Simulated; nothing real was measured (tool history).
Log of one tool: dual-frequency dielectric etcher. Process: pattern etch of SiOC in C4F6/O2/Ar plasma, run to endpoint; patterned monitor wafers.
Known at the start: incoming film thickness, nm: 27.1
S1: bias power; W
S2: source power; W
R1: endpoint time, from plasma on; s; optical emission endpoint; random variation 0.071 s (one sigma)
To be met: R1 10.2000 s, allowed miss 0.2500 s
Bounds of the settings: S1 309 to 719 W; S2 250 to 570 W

run,hour,S1,S2,R1
1,0.0,514,410,8.1947
2,1.9,514,430,8.1161
3,8.7,514,370,8.4983
4,11.0,487,360,8.8561
5,15.7,467,360,9.0090
6,18.9,521,360,8.5829
7,20.9,495,350,8.8998
8,22.3,475,350,9.0729
9,29.0,459,350,9.1843
10,31.3,444,350,9.1836
11,38.0,428,340,9.4208
12,44.3,333,320,10.7110
13,53.1,333,320,10.5470
14,59.1,338,320,10.6210

4 next moves are on the table. One of them brings every result within its allowed miss. Which?
A,65.1,377,360,?
B,65.1,309,330,?
C,65.1,335,290,?
D,65.1,395,300,?

move,R1
A,9.4784
B,10.4960
C,10.7720
D,10.0400
A: takes the result that was furthest off past its target
B: nearer than the last run, and not there yet
C: further off than the last run
D: meets every target
Answer: D

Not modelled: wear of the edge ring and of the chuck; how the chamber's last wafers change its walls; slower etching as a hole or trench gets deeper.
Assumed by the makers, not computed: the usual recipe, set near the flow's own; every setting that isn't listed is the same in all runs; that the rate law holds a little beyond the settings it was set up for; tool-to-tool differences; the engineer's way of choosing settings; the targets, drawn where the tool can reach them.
